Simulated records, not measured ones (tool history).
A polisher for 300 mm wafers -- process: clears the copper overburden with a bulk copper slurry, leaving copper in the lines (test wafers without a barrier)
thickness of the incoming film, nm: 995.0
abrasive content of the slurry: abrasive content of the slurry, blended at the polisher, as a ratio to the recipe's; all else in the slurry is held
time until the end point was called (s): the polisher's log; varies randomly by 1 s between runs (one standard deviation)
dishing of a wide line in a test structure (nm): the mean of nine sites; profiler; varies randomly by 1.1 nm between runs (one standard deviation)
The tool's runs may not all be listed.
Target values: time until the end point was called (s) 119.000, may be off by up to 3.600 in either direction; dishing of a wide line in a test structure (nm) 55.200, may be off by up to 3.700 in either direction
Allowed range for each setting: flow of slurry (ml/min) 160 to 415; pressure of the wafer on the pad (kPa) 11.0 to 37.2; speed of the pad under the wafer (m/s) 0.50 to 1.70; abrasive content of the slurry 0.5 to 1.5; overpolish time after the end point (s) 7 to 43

run,hour,flow of slurry (ml/min),pressure of the wafer on the pad (kPa),speed of the pad under the wafer (m/s),abrasive content of the slurry,overpolish time after the end point (s),time until the end point was called (s),dishing of a wide line in a test structure (nm)
1,0.0,265,24.1,1.10,1.0,22,77.117,74.812
2,3.2,265,24.1,1.10,1.1,22,74.845,77.534
3,6.3,265,22.8,1.10,1.1,20,80.100,72.095
4,7.2,265,21.4,1.10,1.1,19,83.512,68.754
5,13.1,265,20.0,1.10,1.1,19,90.022,69.158
6,16.8,265,20.0,1.10,1.1,13,87.785,56.284
7,24.2,265,19.3,1.10,1.1,13,93.504,55.448
8,32.3,265,18.6,1.10,1.1,13,94.037,53.635
9,34.7,265,17.9,1.10,1.1,14,99.308,56.431
10,36.1,265,17.2,1.10,1.1,14,103.880,56.101
11,39.0,265,16.5,1.10,1.1,14,106.040,53.258
12,45.8,260,13.8,1.08,1.1,23,130.300,59.394
13,51.8,260,13.8,1.08,1.1,22,131.000,60.101
14,56.9,265,13.8,1.08,1.1,21,129.750,57.663
15,59.6,265,13.8,1.08,1.1,20,130.510,55.584
16,61.6,265,13.8,1.08,1.1,20,131.030,56.164
17,63.7,265,14.5,1.08,1.1,18,123.360,55.065
18,72.4,265,14.5,1.08,1.1,18,124.200,55.014

Exactly one of the 4 candidate moves below puts every result within its allowed miss. Which one?
A,81.1,290,15.9,0.96,1.0,21,?,?
B,81.1,255,13.8,1.14,0.9,23,?,?
C,81.1,305,17.2,0.86,1.0,18,?,?
D,81.1,220,15.9,1.12,0.9,17,?,?

move,time until the end point was called (s),dishing of a wide line in a test structure (nm)
A,130.090,58.382
B,130.580,59.426
C,133.110,54.090
D,117.510,55.454
A: the biggest miss grows against the last run
B: the biggest miss grows against the last run
C: the biggest miss grows against the last run
D: each result inside its tolerance
So the answer is move D, the one that meets all the targets.
